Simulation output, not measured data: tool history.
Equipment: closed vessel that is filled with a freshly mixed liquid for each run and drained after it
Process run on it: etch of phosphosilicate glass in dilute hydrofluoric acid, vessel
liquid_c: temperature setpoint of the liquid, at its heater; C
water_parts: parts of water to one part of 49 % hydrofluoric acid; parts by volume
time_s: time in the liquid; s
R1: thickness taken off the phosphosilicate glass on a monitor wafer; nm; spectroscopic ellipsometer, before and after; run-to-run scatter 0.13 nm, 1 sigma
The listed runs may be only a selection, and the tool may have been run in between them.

{"run": 1, "hour": 0.0, "liquid_c": 21, "water_parts": 280, "time_s": 95, "R1": 25.902}
{"run": 2, "hour": 5.3, "liquid_c": 20.5, "water_parts": 285, "time_s": 95, "R1": 24.981}
{"run": 3, "hour": 8.2, "liquid_c": 20.5, "water_parts": 285, "time_s": 95, "R1": 24.628}
{"run": 4, "hour": 14.5, "liquid_c": 20, "water_parts": 290, "time_s": 95, "R1": 24.024}
{"hour": 19.8, "done": "thermometer replaced"}
{"run": 5, "hour": 19.8, "liquid_c": 20, "water_parts": 290, "time_s": 95, "R1": 21.843}
{"run": 6, "hour": 23.9, "liquid_c": 23, "water_parts": 290, "time_s": 95, "R1": 24.221}
{"run": 7, "hour": 30.2, "liquid_c": 22.5, "water_parts": 295, "time_s": 95, "R1": 23.47}
{"run": 8, "hour": 39.2, "liquid_c": 22, "water_parts": 300, "time_s": 95, "R1": 22.265}

Forecast run 9:
{"run": 9, "hour": 42.9, "liquid_c": 22, "water_parts": 305, "time_s": 95, "R1": "?"}

Run 9 yielded R1 21.83 nm.
